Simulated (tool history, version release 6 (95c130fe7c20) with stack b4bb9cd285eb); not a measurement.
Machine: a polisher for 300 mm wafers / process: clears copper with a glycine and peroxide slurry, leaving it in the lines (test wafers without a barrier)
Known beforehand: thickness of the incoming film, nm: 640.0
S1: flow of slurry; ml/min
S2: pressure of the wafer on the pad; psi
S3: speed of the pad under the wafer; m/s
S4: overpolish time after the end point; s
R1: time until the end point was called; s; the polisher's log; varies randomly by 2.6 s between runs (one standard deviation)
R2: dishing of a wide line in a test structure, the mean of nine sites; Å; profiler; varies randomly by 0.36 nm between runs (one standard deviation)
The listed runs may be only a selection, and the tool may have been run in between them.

run 1 hour=0 | S1=185 S2=3.5 S3=1.04 S4=21 | R1=114.33 R2=711.31
run 2 hour=4.5 | S1=165 S2=3 S3=1.06 S4=17 | R1=134.23 R2=569.99
run 3 hour=7.1 | S1=165 S2=3 S3=1.06 S4=10 | R1=133.5 R2=361.99
run 4 hour=11.6 | S1=165 S2=3 S3=1.06 S4=13 | R1=135.46 R2=452.65
run 5 hour=12.2 | S1=165 S2=3 S3=1.18 S4=13 | R1=122.56 R2=479.22
run 6 hour=19.1 | S1=200 S2=3 S3=1.18 S4=13 | R1=120.91 R2=482.25

Run 7, settings as shown, results not yet in. Your forecast:
run 7 hour=26.2 | S1=200 S2=3.3 S3=0.98 S4=11 | R1=? R2=?

{"run 7": {"R1": 122.7, "R2": 396.68}}
